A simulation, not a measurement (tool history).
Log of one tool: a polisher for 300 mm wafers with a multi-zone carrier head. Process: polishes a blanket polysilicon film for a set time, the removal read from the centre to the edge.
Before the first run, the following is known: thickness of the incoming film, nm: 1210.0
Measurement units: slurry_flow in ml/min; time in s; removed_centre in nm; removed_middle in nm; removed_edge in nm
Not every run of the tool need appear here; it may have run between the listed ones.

run,day,slurry_flow,centre_zone,middle_zone,edge_zone,time,removed_centre,removed_middle,removed_edge
1,0.000,175,1.00,1.00,1.00,52,342.55,345.23,353.22
2,0.071,155,1.00,1.00,1.00,52,335.43,338.38,344.03
3,0.271,175,1.00,1.00,1.00,52,344.36,343.03,346.85
4,0.550,175,0.99,0.99,0.98,49,321.67,319.94,333.23
5,0.925,165,0.99,1.00,0.97,46,299.35,301.95,301.12
6,1.050,160,0.98,0.99,0.95,44,282.30,286.66,284.04
7,1.383,155,0.97,0.97,0.93,43,271.98,275.52,268.02
8,1.675,150,0.95,0.95,0.93,42,254.35,260.55,266.70
9,1.733,150,0.94,0.93,0.83,33,200.95,203.02,198.57

For run 10, what comes out?
10,1.771,160,0.94,0.93,0.84,33,?,?,?

removed_centre: 204.07 nm
removed_middle: 204.23 nm
removed_edge: 207.17 nm
